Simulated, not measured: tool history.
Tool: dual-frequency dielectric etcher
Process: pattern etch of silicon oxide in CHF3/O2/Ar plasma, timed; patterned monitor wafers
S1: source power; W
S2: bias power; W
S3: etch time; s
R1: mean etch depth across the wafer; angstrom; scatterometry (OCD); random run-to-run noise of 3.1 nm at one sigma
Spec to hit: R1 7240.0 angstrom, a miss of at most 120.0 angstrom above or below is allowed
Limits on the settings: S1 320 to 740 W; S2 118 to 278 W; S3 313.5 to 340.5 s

| run | day | S1 | S2 | S3 | R1 |
|---|---|---|---|---|---|
| 1 | 0.000 | 530 | 198 | 340.5 | 6299.1 |
| 2 | 0.246 | 530 | 198 | 340.5 | 6305.1 |
| 3 | 0.429 | 530 | 179 | 340.5 | 5992.9 |
| 4 | 0.788 | 550 | 182 | 340.5 | 6049.1 |
| 5 | 0.858 | 520 | 182 | 340.5 | 5950.7 |
| 6 | 1.025 | 520 | 182 | 340.5 | 5974.5 |
| 7 | 1.312 | 540 | 185 | 340.5 | 6094.7 |
|  | 1.392 | wet clean of the chamber |
| 8 | 1.392 | 560 | 188 | 340.5 | 6482.8 |
| 9 | 1.688 | 570 | 188 | 340.5 | 6537.9 |

Which of these 4 next moves meets every target?
| A | 1.983 | 640 | 212 | 333.0 | ? |
| B | 1.983 | 730 | 203 | 336.0 | ? |
| C | 1.983 | 710 | 231 | 337.0 | ? |
| D | 1.983 | 580 | 207 | 340.5 | ? |

| move | R1 |
|---|---|
| A | 7040.8 |
| B | 7279.2 |
| C | 7648.0 |
| D | 6903.4 |
A: nearer the targets than the last run, but a result is still out of spec
B: all results land within tolerance of their targets
C: takes the result that was furthest off past its target
D: nearer the targets than the last run, but a result is still out of spec
The move that meets every target is B.
